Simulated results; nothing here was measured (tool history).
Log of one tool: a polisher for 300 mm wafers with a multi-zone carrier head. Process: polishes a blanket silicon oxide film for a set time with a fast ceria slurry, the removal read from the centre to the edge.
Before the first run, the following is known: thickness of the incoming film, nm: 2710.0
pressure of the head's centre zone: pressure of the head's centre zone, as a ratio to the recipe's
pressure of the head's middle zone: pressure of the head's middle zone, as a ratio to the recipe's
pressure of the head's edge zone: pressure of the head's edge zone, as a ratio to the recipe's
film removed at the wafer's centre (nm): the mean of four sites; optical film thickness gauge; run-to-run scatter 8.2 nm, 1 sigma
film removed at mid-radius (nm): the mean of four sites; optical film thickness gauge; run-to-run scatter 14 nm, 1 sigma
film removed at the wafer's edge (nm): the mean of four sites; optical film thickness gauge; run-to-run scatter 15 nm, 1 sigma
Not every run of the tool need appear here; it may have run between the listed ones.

run,hour,flow of slurry (ml/min),pressure of the head's centre zone,pressure of the head's middle zone,pressure of the head's edge zone,polishing time (s),film removed at the wafer's centre (nm),film removed at mid-radius (nm),film removed at the wafer's edge (nm)
1,0.0,310,1.00,1.00,1.00,69,792.19,789.61,761.17
2,2.2,320,1.03,1.02,1.01,72,848.97,838.51,822.27
3,4.5,320,1.03,1.06,1.01,72,849.94,885.94,831.62
4,8.0,320,1.03,1.06,0.96,72,856.41,860.16,785.10
5,14.1,330,1.06,1.07,0.96,75,908.58,916.42,851.97
6,19.4,365,1.06,1.07,0.96,75,922.40,943.36,854.77

Forecast run 7:
7,28.2,370,1.08,1.07,0.94,78,?,?,?

{"run 7": {"film removed at the wafer's centre (nm)": 987.86, "film removed at mid-radius (nm)": 972.76, "film removed at the wafer's edge (nm)": 863.25}}

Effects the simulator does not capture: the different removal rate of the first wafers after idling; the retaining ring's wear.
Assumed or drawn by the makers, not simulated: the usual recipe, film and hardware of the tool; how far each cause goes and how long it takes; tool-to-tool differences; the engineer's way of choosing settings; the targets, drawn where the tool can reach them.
